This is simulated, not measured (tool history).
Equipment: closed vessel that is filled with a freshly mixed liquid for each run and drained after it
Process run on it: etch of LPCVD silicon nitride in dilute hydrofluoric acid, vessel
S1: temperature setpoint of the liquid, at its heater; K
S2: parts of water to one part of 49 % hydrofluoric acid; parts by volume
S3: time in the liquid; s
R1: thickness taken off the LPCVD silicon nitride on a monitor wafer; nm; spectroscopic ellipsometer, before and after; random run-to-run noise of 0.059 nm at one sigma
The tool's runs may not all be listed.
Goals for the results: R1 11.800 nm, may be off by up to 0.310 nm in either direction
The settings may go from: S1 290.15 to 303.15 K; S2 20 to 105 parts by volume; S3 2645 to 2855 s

| run | hour | S1 | S2 | S3 | R1 |
|---|---|---|---|---|---|
| 1 | 0.0 | 295.15 | 55 | 2645 | 21.006 |
| 2 | 5.0 | 293.65 | 60 | 2645 | 17.367 |
| 3 | 12.2 | 292.65 | 65 | 2645 | 15.051 |
| 4 | 14.7 | 294.65 | 65 | 2645 | 17.322 |
| 5 | 19.1 | 293.15 | 65 | 2645 | 15.650 |
| 6 | 27.7 | 292.15 | 65 | 2645 | 14.569 |
| 7 | 37.3 | 292.15 | 65 | 2645 | 14.539 |
| 8 | 43.1 | 291.65 | 65 | 2645 | 14.064 |
| 9 | 50.6 | 291.15 | 65 | 2645 | 13.423 |
| 10 | 55.4 | 290.65 | 65 | 2645 | 13.231 |

Exercise: of the 4 proposed moves below, exactly one satisfies all targets within the stated allowed misses. Which move is it?
| A | 60.2 | 290.15 | 80 | 2835 | ? |
| B | 60.2 | 290.15 | 70 | 2670 | ? |
| C | 60.2 | 292.15 | 80 | 2795 | ? |
| D | 60.2 | 290.15 | 55 | 2770 | ? |

| move | R1 |
|---|---|
| A | 11.145 |
| B | 11.947 |
| C | 12.632 |
| D | 15.659 |
A: pushes the last run's worst result past its target
B: all results land within tolerance of their targets
C: moves toward the targets from the last run without getting all of them in spec
D: misses by more than the last run did
The right move is B.
